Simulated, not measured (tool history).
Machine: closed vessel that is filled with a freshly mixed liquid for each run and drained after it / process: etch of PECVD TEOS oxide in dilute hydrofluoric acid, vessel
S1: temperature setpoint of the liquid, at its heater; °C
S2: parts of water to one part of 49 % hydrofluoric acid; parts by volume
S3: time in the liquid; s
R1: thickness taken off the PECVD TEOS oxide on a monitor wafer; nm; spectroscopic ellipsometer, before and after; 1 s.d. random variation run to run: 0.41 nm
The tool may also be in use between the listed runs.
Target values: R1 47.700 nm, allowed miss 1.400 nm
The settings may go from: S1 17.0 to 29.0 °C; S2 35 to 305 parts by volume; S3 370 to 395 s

run	hour	S1	S2	S3	R1
1	0.0	21.0	170	370	20.870
2	4.7	21.0	205	370	16.766
3	6.2	23.0	205	370	17.880
4	9.1	23.0	205	395	18.815
5	10.7	24.5	170	395	25.349
6	13.4	25.5	145	395	32.035
7	16.6	29.0	105	395	52.271
8	20.9	28.5	105	395	50.572

Which one of the following 4 next-run settings gets every result inside its allowed miss? There is exactly one.
A	25.2	28.0	105	395	?
B	25.2	27.0	95	370	?
C	25.2	29.0	110	395	?
D	25.2	29.0	115	395	?

move	R1
A	51.461
B	52.061
C	50.609
D	48.047
A: its largest miss is bigger than the last run's
B: its largest miss is bigger than the last run's
C: neither nearer nor further off than the last run
D: hits every target within its allowed miss
Correct choice: D, which meets every target
